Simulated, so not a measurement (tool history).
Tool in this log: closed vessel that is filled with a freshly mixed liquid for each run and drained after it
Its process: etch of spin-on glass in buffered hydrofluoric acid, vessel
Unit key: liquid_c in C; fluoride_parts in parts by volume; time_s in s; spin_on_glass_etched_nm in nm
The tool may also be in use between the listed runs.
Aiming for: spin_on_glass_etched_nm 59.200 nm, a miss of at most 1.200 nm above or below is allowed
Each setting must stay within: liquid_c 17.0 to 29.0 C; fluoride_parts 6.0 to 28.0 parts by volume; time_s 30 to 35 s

| run | hour | liquid_c | fluoride_parts | time_s | spin_on_glass_etched_nm |
|---|---|---|---|---|---|
| 1 | 0.0 | 21.0 | 17.0 | 35 | 95.388 |
| 2 | 7.4 | 21.0 | 20.5 | 35 | 79.925 |
| 3 | 13.6 | 24.5 | 20.5 | 35 | 97.213 |
| 4 | 15.1 | 23.0 | 20.5 | 35 | 89.060 |
| 5 | 23.7 | 23.0 | 20.5 | 30 | 76.513 |
| 6 | 29.3 | 23.0 | 20.5 | 35 | 89.796 |
| 7 | 33.4 | 22.0 | 21.0 | 35 | 83.234 |
| 8 | 39.9 | 21.0 | 21.5 | 35 | 77.053 |
| 9 | 47.9 | 20.5 | 22.0 | 35 | 74.277 |
| 10 | 53.8 | 20.0 | 22.5 | 35 | 71.840 |
| 11 | 54.9 | 19.5 | 23.0 | 35 | 67.541 |
| 12 | 56.5 | 19.5 | 23.0 | 35 | 68.917 |
| 13 | 64.4 | 19.0 | 23.0 | 35 | 66.318 |
| 14 | 67.5 | 18.5 | 23.0 | 35 | 64.798 |

5 candidate next runs follow, results not yet known. Just one meets every target within its allowed miss. Identify it.
| A | 70.6 | 20.5 | 24.5 | 30 | ? |
| B | 70.6 | 19.0 | 23.0 | 30 | ? |
| C | 70.6 | 17.0 | 25.0 | 35 | ? |
| D | 70.6 | 17.0 | 19.5 | 30 | ? |
| E | 70.6 | 18.0 | 26.5 | 35 | ? |

| move | spin_on_glass_etched_nm |
|---|---|
| A | 59.334 |
| B | 56.960 |
| C | 55.973 |
| D | 57.404 |
| E | 56.923 |
A: in spec on every target
B: takes the biggest miss from the last run beyond its target
C: takes the biggest miss from the last run beyond its target
D: takes the biggest miss from the last run beyond its target
E: takes the biggest miss from the last run beyond its target
Answer: A

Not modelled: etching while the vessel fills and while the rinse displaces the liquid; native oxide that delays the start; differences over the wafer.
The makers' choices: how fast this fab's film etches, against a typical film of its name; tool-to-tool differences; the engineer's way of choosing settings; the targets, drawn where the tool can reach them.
